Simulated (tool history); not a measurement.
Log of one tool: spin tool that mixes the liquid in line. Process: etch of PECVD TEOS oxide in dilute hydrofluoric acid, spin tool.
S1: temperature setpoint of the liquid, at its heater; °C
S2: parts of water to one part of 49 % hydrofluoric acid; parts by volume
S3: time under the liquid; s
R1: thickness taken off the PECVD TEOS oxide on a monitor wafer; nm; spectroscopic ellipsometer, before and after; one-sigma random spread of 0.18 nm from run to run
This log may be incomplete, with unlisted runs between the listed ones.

run 1 hour=0 | S1=21 S2=240 S3=260 | R1=7.199
run 2 hour=8.9 | S1=21 S2=275 S3=260 | R1=6.0038
run 3 hour=15.1 | S1=18 S2=275 S3=260 | R1=5.3808
run 4 hour=23.5 | S1=17 S2=275 S3=260 | R1=5.1943
run 5 hour=29.4 | S1=17 S2=275 S3=260 | R1=5.1769
run 6 hour=37.1 | S1=18 S2=250 S3=260 | R1=6.0711
run 7 hour=42.4 | S1=19 S2=230 S3=260 | R1=6.8587
run 8 hour=46.3 | S1=23 S2=135 S3=280 | R1=16.472
run 9 hour=52.3 | S1=23.5 S2=130 S3=280 | R1=17.597
run 10 hour=53.6 | S1=24 S2=125 S3=280 | R1=18.532

What does the tool deliver on the next run?
run 11 hour=59.5 | S1=24.5 S2=125 S3=280 | R1=?

Run 11 yielded R1 19.184 nm.

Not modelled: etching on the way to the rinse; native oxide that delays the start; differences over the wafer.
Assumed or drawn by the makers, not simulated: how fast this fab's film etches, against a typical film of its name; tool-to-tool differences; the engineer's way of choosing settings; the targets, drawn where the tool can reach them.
